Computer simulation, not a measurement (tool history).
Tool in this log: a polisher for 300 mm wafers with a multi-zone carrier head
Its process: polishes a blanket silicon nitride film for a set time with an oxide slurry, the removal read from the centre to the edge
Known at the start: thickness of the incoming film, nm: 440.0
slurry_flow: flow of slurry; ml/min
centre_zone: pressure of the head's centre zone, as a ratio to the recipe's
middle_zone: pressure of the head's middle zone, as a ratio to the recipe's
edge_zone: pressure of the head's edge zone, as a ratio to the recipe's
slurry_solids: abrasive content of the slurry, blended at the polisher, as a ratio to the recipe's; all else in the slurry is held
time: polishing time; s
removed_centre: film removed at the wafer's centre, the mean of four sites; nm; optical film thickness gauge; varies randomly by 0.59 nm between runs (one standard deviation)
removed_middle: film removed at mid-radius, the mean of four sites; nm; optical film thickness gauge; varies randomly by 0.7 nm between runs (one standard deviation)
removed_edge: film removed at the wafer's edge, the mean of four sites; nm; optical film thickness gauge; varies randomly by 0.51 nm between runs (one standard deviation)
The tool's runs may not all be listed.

Run 1, hour 0.0: slurry_flow 150 ml/min, centre_zone 1.00, middle_zone 1.00, edge_zone 1.00, slurry_solids 1.00, time 69 s. Result: removed_centre 57.622 nm, removed_middle 57.395 nm, removed_edge 57.953 nm.
Run 2, hour 6.9: slurry_flow 150 ml/min, centre_zone 1.00, middle_zone 1.00, edge_zone 1.03, slurry_solids 1.00, time 69 s. Result: removed_centre 57.845 nm, removed_middle 58.323 nm, removed_edge 59.979 nm.
Run 3, hour 7.6: slurry_flow 150 ml/min, centre_zone 1.00, middle_zone 0.94, edge_zone 1.03, slurry_solids 1.00, time 69 s. Result: removed_centre 56.554 nm, removed_middle 55.314 nm, removed_edge 58.798 nm.
Run 4, hour 15.3: slurry_flow 145 ml/min, centre_zone 0.97, middle_zone 0.95, edge_zone 1.02, slurry_solids 1.00, time 69 s. Result: removed_centre 54.921 nm, removed_middle 54.469 nm, removed_edge 58.746 nm.
Run 5, hour 17.7: slurry_flow 140 ml/min, centre_zone 0.95, middle_zone 0.97, edge_zone 1.02, slurry_solids 0.95, time 69 s. Result: removed_centre 50.920 nm, removed_middle 53.300 nm, removed_edge 57.541 nm.
Run 6, hour 24.4: slurry_flow 135 ml/min, centre_zone 0.94, middle_zone 0.98, edge_zone 1.00, slurry_solids 0.95, time 69 s. Result: removed_centre 51.984 nm, removed_middle 53.662 nm, removed_edge 56.031 nm.
Run 7, hour 29.6: slurry_flow 135 ml/min, centre_zone 0.92, middle_zone 0.99, edge_zone 1.00, slurry_solids 0.90, time 69 s. Result: removed_centre 48.732 nm, removed_middle 54.348 nm, removed_edge 55.313 nm.

Run 8, settings as shown, results not yet in. Your forecast:
Run 8, hour 30.5: slurry_flow 130 ml/min, centre_zone 0.91, middle_zone 0.99, edge_zone 1.00, slurry_solids 0.90, time 69 s. Result: removed_centre ?, removed_middle ?, removed_edge ?.

Run 8 yielded removed_centre 47.642 nm, removed_middle 52.162 nm, removed_edge 53.369 nm.
